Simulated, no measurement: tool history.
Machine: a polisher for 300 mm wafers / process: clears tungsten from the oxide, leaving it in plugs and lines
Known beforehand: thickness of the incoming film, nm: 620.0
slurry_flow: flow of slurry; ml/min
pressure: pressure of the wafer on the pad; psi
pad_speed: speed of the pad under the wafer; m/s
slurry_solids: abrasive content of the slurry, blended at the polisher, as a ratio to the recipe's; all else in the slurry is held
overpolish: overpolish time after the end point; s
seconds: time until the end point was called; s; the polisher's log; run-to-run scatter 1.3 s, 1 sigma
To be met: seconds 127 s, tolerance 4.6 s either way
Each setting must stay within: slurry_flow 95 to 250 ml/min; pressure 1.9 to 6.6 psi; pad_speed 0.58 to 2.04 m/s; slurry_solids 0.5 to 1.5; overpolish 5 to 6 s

| run | hour | slurry_flow | pressure | pad_speed | slurry_solids | overpolish | seconds |
|---|---|---|---|---|---|---|---|
| 1 | 0 | 160 | 4.2 | 1.3 | 1 | 6 | 77.817 |
| 2 | 8 | 160 | 3.8 | 1.3 | 1 | 6 | 86.736 |
| 3 | 12.3 | 160 | 3.8 | 1.3 | 1.15 | 6 | 83.729 |
| 4 | 18.7 | 160 | 3.8 | 1.06 | 1.15 | 6 | 93.74 |
| 5 | 25.8 | 160 | 3.6 | 1.06 | 1.15 | 6 | 98.028 |
| 6 | 28.7 | 160 | 3.4 | 1.06 | 1.15 | 6 | 101.71 |
| 7 | 35.4 | 160 | 3.2 | 1.06 | 1.15 | 6 | 107.83 |
| 8 | 39.3 | 160 | 3.1 | 1.06 | 1.15 | 6 | 109.78 |
| 9 | 42.7 | 160 | 3 | 1.06 | 1.15 | 6 | 112.86 |
| 10 | 49.9 | 160 | 2.9 | 1.06 | 1.15 | 6 | 117.01 |
| 11 | 57.8 | 160 | 2.8 | 1.06 | 1.15 | 6 | 120.48 |

Which one of the following 5 next-run settings gets every result inside its allowed miss? There is exactly one.
| A | 65.7 | 130 | 3.4 | 0.82 | 1.3 | 6 | ? |
| B | 65.7 | 145 | 3.1 | 1.04 | 1 | 5 | ? |
| C | 65.7 | 190 | 2.8 | 1.08 | 0.9 | 5 | ? |
| D | 65.7 | 170 | 2.6 | 1.36 | 1.15 | 6 | ? |
| E | 65.7 | 135 | 3.5 | 0.88 | 1.25 | 5 | ? |

| move | seconds |
|---|---|
| A | 115.82 |
| B | 117.41 |
| C | 124.68 |
| D | 109.8 |
| E | 109.65 |
A: lands further from the targets than the last run did
B: lands further from the targets than the last run did
C: in spec on every target
D: lands further from the targets than the last run did
E: lands further from the targets than the last run did
So the answer is move C, the one that meets all the targets.
